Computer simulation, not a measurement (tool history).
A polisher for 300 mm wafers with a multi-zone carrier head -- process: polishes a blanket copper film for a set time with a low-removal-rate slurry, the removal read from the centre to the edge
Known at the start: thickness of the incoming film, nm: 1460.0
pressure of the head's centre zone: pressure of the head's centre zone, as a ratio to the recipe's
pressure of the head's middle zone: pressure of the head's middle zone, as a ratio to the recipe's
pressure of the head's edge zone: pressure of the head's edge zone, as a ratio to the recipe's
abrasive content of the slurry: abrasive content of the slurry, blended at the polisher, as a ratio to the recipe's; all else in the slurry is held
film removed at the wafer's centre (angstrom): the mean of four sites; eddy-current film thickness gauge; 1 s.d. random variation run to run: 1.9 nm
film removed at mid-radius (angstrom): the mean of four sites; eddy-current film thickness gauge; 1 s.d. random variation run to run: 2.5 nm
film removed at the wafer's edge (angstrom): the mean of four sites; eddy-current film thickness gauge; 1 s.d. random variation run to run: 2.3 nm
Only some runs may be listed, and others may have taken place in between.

run	hour	flow of slurry (ml/min)	pressure of the head's centre zone	pressure of the head's middle zone	pressure of the head's edge zone	abrasive content of the slurry	polishing time (s)	film removed at the wafer's centre (angstrom)	film removed at mid-radius (angstrom)	film removed at the wafer's edge (angstrom)
1	0	285	1	1	1	1	58	2064.7	2051.3	1990.2
2	0.6	285	1	1.05	1	1	58	2092	2197.3	2012.8
3	4.3	285	1	1.05	0.92	1	58	2034.4	2167.1	1975.7
4	7.4	285	0.98	1.06	0.92	0.95	56	1933	2071.6	1899.5
5	10.8	285	0.98	1.09	0.92	0.95	56	1961.6	2128.6	1895.1
6	16.3	340	0.98	1.09	0.92	0.95	56	1962.8	2195.2	1893.2

Estimate the outcome of run 7 from the log above:
7	23.5	340	0.96	1.09	0.92	0.9	54	?	?	?

film removed at the wafer's centre (angstrom): 1854.2
film removed at mid-radius (angstrom): 2050.6
film removed at the wafer's edge (angstrom): 1833.4
